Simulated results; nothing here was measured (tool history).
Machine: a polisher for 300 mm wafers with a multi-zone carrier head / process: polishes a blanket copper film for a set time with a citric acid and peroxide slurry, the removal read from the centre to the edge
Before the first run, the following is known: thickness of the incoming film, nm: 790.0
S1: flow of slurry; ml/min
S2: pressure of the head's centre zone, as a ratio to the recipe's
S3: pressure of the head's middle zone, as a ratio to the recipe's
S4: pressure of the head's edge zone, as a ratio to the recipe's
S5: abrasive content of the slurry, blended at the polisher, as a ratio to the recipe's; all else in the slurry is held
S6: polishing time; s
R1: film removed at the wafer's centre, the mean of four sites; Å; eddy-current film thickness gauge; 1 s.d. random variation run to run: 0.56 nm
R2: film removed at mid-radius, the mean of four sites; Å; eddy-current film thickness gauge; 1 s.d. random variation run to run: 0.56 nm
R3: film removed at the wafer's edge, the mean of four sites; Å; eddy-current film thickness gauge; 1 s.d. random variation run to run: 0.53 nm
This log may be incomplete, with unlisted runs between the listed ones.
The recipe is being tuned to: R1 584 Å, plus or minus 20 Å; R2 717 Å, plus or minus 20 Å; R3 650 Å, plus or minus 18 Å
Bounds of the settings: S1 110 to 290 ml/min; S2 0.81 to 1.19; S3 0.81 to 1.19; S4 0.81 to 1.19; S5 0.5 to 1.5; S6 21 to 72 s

run	hour	S1	S2	S3	S4	S5	S6	R1	R2	R3
1	0	185	1	1	1	1	46	722.5	709.22	721.22
2	6	185	1	1	0.95	1	46	719.57	702.81	718.09
3	10.9	185	1.08	1	0.95	1	46	766.75	710.46	706.34
4	19.4	185	1.08	1	0.95	0.8	46	741.08	686.21	689.7
5	25.8	185	1.08	1	0.87	0.8	46	751.55	679.36	672.25
6	33.6	170	1.03	1.04	0.88	0.75	46	692.07	690.49	660.95
7	38.4	160	1	1.06	0.89	0.75	46	666.16	687.35	668.46
8	39.1	155	0.98	1.09	0.88	0.7	46	636.51	691.61	638.61
9	40.3	150	0.96	1.1	0.89	0.7	46	625.95	687.45	640.4
10	43.4	150	0.94	1.11	0.9	0.7	46	610.35	704.46	638.5

Of the 4 settings listed for the next run, only one would bring every result within its allowed miss of target. Which one?
A	46.5	150	0.87	1.11	0.86	0.65	47	?	?	?
B	46.5	160	0.89	1.06	0.94	0.7	45	?	?	?
C	46.5	135	0.94	1.01	0.96	1.15	45	?	?	?
D	46.5	155	0.81	1.06	0.84	0.5	49	?	?	?

move	R1	R2	R3
A	584.81	709.2	640.13
B	585.33	667.71	641.17
C	646.53	676.52	687.48
D	553.44	687.92	641.05
A: every result lands within tolerance
B: gets the furthest-off result to its target, but another result is out of tolerance
C: further off than the last run
D: carries the result that was furthest off beyond its target, to the other side
Correct choice: A, which meets every target
